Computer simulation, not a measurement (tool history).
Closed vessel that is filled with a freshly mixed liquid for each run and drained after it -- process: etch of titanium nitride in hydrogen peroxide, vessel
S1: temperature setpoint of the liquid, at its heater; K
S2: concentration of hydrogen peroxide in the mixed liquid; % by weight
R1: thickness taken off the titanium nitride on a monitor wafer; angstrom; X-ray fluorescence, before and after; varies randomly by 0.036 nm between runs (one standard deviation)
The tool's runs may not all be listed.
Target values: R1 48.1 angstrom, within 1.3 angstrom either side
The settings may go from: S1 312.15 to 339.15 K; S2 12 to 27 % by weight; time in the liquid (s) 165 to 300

run 1 day=0 | S1=328.15 S2=18 time_in_the_liquid_(s)=300 | R1=117.02
run 2 day=0.267 | S1=334.65 S2=18 time_in_the_liquid_(s)=300 | R1=183.57
run 3 day=0.504 | S1=334.65 S2=18 time_in_the_liquid_(s)=165 | R1=99.732
run 4 day=0.596 | S1=334.65 S2=21 time_in_the_liquid_(s)=165 | R1=102.77
run 5 day=0.758 | S1=334.65 S2=21 time_in_the_liquid_(s)=300 | R1=185.53
run 6 day=1.133 | S1=339.15 S2=21 time_in_the_liquid_(s)=300 | R1=255
run 7 day=1.279 | S1=333.65 S2=21 time_in_the_liquid_(s)=300 | R1=174.17
run 8 day=1.525 | S1=327.65 S2=20.5 time_in_the_liquid_(s)=300 | R1=115.03
run 9 day=1.792 | S1=323.65 S2=20.5 time_in_the_liquid_(s)=300 | R1=86.618
run 10 day=1.854 | S1=321.15 S2=20.5 time_in_the_liquid_(s)=300 | R1=72.123
run 11 day=2.079 | S1=319.15 S2=20.5 time_in_the_liquid_(s)=300 | R1=62.922
run 12 day=2.183 | S1=318.15 S2=20.5 time_in_the_liquid_(s)=300 | R1=57.682
run 13 day=2.221 | S1=317.65 S2=20.5 time_in_the_liquid_(s)=300 | R1=56.041
run 14 day=2.55 | S1=317.15 S2=20.5 time_in_the_liquid_(s)=300 | R1=54.323
run 15 day=2.812 | S1=316.65 S2=20.5 time_in_the_liquid_(s)=300 | R1=51.254
run 16 day=3.142 | S1=316.15 S2=20.5 time_in_the_liquid_(s)=300 | R1=49.826

Pick the move, out of 4, that brings all results within their allowed miss; only one does.
run A day=3.471 | S1=315.65 S2=20 time_in_the_liquid_(s)=300 | R1=?
run B day=3.471 | S1=316.15 S2=21.5 time_in_the_liquid_(s)=300 | R1=?
run C day=3.471 | S1=316.65 S2=20 time_in_the_liquid_(s)=300 | R1=?
run D day=3.471 | S1=317.15 S2=20 time_in_the_liquid_(s)=300 | R1=?

move=A R1=47.69
move=B R1=50.302
move=C R1=51.428
move=D R1=53.396
A: every result within its allowed miss
B: its largest miss is bigger than the last run's
C: its largest miss is bigger than the last run's
D: its largest miss is bigger than the last run's
Go with A: it meets all targets.
